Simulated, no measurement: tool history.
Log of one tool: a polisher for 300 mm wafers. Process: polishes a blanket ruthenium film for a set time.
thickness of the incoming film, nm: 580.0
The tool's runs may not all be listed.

run,hour,flow of slurry (ml/min),pressure of the wafer on the pad (psi),speed of the pad under the wafer (m/s),polishing time (s),film removed (nm)
1,0,225,1.9,0.76,56,43.226
2,8.2,225,1.9,0.76,51,38.598
3,9.7,225,2,0.76,51,40.401
4,13.9,225,2,0.84,51,44.217
5,18.1,225,2,0.92,51,48.819
6,23.7,225,2.1,0.92,51,51.747
7,31.2,225,2.2,0.92,51,55.017

Forecast run 8:
8,35.8,225,2.3,0.92,51,?

film removed (nm): 55.974

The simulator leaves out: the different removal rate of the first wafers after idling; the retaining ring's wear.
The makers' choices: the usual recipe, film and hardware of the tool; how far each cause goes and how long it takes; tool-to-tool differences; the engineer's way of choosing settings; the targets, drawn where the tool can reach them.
